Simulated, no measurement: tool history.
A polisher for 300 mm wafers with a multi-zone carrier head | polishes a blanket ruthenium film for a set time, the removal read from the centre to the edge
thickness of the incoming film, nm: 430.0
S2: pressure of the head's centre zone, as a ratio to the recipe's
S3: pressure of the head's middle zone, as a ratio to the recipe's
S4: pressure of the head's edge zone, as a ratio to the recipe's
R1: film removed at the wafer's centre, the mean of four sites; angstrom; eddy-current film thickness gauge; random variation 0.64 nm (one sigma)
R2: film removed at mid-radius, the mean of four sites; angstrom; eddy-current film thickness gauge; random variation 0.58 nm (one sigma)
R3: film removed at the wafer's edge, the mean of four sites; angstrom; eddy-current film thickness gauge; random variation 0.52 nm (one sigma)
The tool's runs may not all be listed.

{"run": 1, "hour": 0.0, "flow of slurry (ml/min)": 185, "S2": 1, "S3": 1, "S4": 1, "polishing time (s)": 50, "R1": 500.45, "R2": 497.11, "R3": 488.43}
{"run": 2, "hour": 5.0, "flow of slurry (ml/min)": 205, "S2": 1, "S3": 1, "S4": 1, "polishing time (s)": 50, "R1": 500.51, "R2": 500.07, "R3": 499.99}
{"run": 3, "hour": 9.5, "flow of slurry (ml/min)": 205, "S2": 1, "S3": 1, "S4": 1, "polishing time (s)": 57, "R1": 581.68, "R2": 566.12, "R3": 570.27}
{"run": 4, "hour": 13.9, "flow of slurry (ml/min)": 225, "S2": 1.04, "S3": 1.05, "S4": 1.05, "polishing time (s)": 59, "R1": 615.28, "R2": 609.38, "R3": 613.85}
{"run": 5, "hour": 22.0, "flow of slurry (ml/min)": 235, "S2": 1.08, "S3": 1.08, "S4": 1.07, "polishing time (s)": 61, "R1": 663.19, "R2": 649.04, "R3": 642.92}
{"run": 6, "hour": 30.9, "flow of slurry (ml/min)": 235, "S2": 1.08, "S3": 1.08, "S4": 1.07, "polishing time (s)": 74, "R1": 798.79, "R2": 791.52, "R3": 763}
{"run": 7, "hour": 36.3, "flow of slurry (ml/min)": 210, "S2": 1.07, "S3": 1.06, "S4": 1.06, "polishing time (s)": 74, "R1": 785.9, "R2": 765.12, "R3": 766.7}
{"run": 8, "hour": 42.0, "flow of slurry (ml/min)": 195, "S2": 1.07, "S3": 1.05, "S4": 1.04, "polishing time (s)": 74, "R1": 790.68, "R2": 757.07, "R3": 742.78}
{"run": 9, "hour": 48.6, "flow of slurry (ml/min)": 180, "S2": 1.06, "S3": 1.04, "S4": 1.03, "polishing time (s)": 74, "R1": 765.83, "R2": 737.6, "R3": 743.96}

Forecast run 10:
{"run": 10, "hour": 49.5, "flow of slurry (ml/min)": 170, "S2": 1.06, "S3": 1.04, "S4": 1.01, "polishing time (s)": 74, "R1": "?", "R2": "?", "R3": "?"}

{"run 10": {"R1": 777.46, "R2": 749.39, "R3": 731.16}}

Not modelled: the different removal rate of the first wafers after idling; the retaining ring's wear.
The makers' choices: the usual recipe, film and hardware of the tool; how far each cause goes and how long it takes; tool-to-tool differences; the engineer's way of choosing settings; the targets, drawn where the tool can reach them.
